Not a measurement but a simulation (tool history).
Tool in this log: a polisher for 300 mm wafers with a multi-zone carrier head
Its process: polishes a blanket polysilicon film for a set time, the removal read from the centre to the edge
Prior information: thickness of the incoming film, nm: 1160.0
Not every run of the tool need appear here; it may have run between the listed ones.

run	hour	flow of slurry (ml/min)	pressure of the head's centre zone	pressure of the head's middle zone	pressure of the head's edge zone	polishing time (s)	film removed at the wafer's centre (Å)	film removed at mid-radius (Å)	film removed at the wafer's edge (Å)
1	0.0	230	1.00	1.00	1.00	52	3935.5	3831.9	3996.7
2	5.7	240	0.98	1.04	1.03	53	3897.5	4085.3	4228.2
3	8.8	255	0.98	1.07	1.03	53	3970.0	4152.9	4212.9
4	16.2	255	0.98	1.07	0.95	53	3945.1	4235.8	4111.6
5	17.2	265	0.97	1.10	0.96	53	3948.0	4393.7	4142.0
6	25.4	265	0.97	1.10	0.96	64	4762.8	5180.9	5031.0

Expected results for the next run?
7	26.9	255	0.95	1.10	0.94	63	?	?	?

film removed at the wafer's centre (Å): 4592.6
film removed at mid-radius (Å): 5074.9
film removed at the wafer's edge (Å): 4820.7
